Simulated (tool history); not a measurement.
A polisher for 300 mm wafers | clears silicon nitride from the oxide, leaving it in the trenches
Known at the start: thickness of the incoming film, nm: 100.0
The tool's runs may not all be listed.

run	hour	flow of slurry (ml/min)	pressure of the wafer on the pad (psi)	speed of the pad under the wafer (m/s)	overpolish time after the end point (s)	time until the end point was called (s)
1	0	300	3.5	0.82	5	93.667
2	7.6	300	3.9	0.82	5	84.487
3	11.1	300	3.9	0.74	5	92.354
4	17.4	300	3.9	0.74	5	91.763
5	20.8	300	3.7	0.74	5	98.297
6	26.4	300	3.7	0.74	5	97.654

Run 7 comes next. What will it give?
7	29.4	300	3.6	0.74	5	?

time until the end point was called (s): 99.862
